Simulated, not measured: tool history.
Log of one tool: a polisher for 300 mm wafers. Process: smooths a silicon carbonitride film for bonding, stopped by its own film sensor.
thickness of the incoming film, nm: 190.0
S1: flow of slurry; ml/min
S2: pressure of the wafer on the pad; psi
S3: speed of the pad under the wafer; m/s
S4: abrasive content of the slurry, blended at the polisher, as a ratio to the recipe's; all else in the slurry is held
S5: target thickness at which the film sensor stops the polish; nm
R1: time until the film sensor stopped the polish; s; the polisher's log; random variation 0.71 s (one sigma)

run 1 hour=0 | S1=200 S2=2.2 S3=0.98 S4=1 S5=158 | R1=126.68
run 2 hour=1.2 | S1=200 S2=1.9 S3=0.98 S4=1 S5=158 | R1=138.05
run 3 hour=2.7 | S1=150 S2=1.9 S3=0.98 S4=1 S5=158 | R1=142.92
run 4 hour=9.8 | S1=150 S2=1.9 S3=0.86 S4=1 S5=158 | R1=159.08
run 5 hour=15.1 | S1=155 S2=2.3 S3=0.86 S4=1 S5=158 | R1=141.25
run 6 hour=16.3 | S1=165 S2=2.6 S3=0.88 S4=1 S5=158 | R1=127.76
run 7 hour=16.9 | S1=175 S2=2.8 S3=0.9 S4=1 S5=158 | R1=117.69
run 8 hour=20.1 | S1=175 S2=2.8 S3=0.9 S4=1 S5=158 | R1=116.16
run 9 hour=25.3 | S1=185 S2=3 S3=0.9 S4=1 S5=158 | R1=110.23
run 10 hour=30.4 | S1=190 S2=3.1 S3=0.92 S4=1 S5=158 | R1=106.47
run 11 hour=34.3 | S1=190 S2=3.2 S3=0.94 S4=1 S5=158 | R1=102.33
run 12 hour=37.6 | S1=195 S2=3.3 S3=0.96 S4=1 S5=158 | R1=96.658

The next listed run, before its measurement:
run 13 hour=45 | S1=195 S2=3.4 S3=0.96 S4=1 S5=158 | R1=?

Run 13 gave R1 95.875 s.
